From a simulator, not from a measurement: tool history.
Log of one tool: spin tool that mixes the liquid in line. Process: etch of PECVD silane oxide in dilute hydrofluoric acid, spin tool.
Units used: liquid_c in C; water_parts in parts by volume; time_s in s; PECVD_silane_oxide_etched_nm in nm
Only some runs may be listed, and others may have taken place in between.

run	hour	liquid_c	water_parts	time_s	PECVD_silane_oxide_etched_nm
1	0	24	50	75	51.536
2	7.7	24	40	75	65.582
3	14.6	24	40	75	66.091
4	15.4	24	45	75	57.684
5	23.3	21.5	45	75	53.178
6	27.2	24	40	75	65.646

Run 7 has not been measured yet. What should we expect?
7	29.7	26	40	75	?

{"run 7": {"PECVD_silane_oxide_etched_nm": 71.69}}
